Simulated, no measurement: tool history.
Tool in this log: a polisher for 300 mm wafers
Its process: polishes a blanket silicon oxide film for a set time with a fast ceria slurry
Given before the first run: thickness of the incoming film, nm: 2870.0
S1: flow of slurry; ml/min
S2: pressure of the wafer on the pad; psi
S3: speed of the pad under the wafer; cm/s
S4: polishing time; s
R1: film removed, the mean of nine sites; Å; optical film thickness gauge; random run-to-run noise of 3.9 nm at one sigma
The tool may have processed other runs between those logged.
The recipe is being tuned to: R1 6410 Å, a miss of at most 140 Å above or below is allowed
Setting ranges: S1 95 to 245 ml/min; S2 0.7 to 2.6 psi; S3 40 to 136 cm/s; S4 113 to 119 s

run  hour   S1   S2  S3   S4      R1
  1     0  155  1.6  88  113  9928.4
  2   2.4  155  1.6  88  113  9964.9
  3   5.3  130  1.6  88  113  9663.1
  4  11.7  130  1.2  88  113  7361.7
  5  17.7  125  1.1  88  113    6709
  6  18.9  120  1.1  88  113  6646.2
  7  23.1  115  1.1  88  113  6666.7
  8  26.9  110  1.1  88  113  6580.7

5 candidate next runs follow, results not yet known. Just one meets every target within its allowed miss. Identify it.
  A  30.7  100  1.1   78  119   ?
  B  30.7  105  1.1   96  113   ?
  C  30.7  100    1  100  119   ?
  D  30.7  100  1.5   50  119   ?
  E  30.7  130  1.2   80  113   ?

move      R1
   A  6334.5
   B  6861.6
   C  6714.5
   D  6789.4
   E  6910.6
A: every result lands within tolerance
B: moves away from the targets compared with the last run
C: moves away from the targets compared with the last run
D: moves away from the targets compared with the last run
E: moves away from the targets compared with the last run
So the answer is move A, the one that meets all the targets.

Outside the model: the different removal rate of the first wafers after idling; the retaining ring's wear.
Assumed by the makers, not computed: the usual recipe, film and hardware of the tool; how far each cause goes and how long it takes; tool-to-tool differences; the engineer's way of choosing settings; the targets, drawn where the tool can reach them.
